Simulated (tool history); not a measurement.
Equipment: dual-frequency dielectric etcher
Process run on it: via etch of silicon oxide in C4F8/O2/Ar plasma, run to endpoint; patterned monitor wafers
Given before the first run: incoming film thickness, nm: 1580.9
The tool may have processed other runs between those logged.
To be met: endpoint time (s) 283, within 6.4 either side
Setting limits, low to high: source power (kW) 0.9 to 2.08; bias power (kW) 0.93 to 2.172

run  hour  source power (kW)  bias power (kW)  endpoint time (s)
  1     0               1.49            1.551             334.45
  2   8.8               1.58            1.551             329.63
  3  13.7               1.67            1.618             318.09
  4    17               1.67            1.798             306.88
     19.5  -- source power generator calibrated
  5  19.5               1.73            1.817             297.78
  6  22.5               1.76            1.826             294.96
  7  23.5               1.79            1.833             294.54
  8  26.2               1.79            1.833              294.5
  9    27               1.82            1.841             293.43

Below are 4 possible settings for the next run. Only one of them brings all results inside the allowed miss of their targets. Which is it?
  A  27.8               1.86            1.595                  ?
  B  27.8               2.03             1.78                  ?
  C  27.8               1.77            1.682                  ?
  D  27.8               1.58            1.933                  ?

move  endpoint time (s)
   A             299.93
   B              280.2
   C             300.86
   D             300.98
A: lands further from the targets than the last run did
B: all results in spec
C: lands further from the targets than the last run did
D: lands further from the targets than the last run did
B is the move that brings every result within its allowed miss.
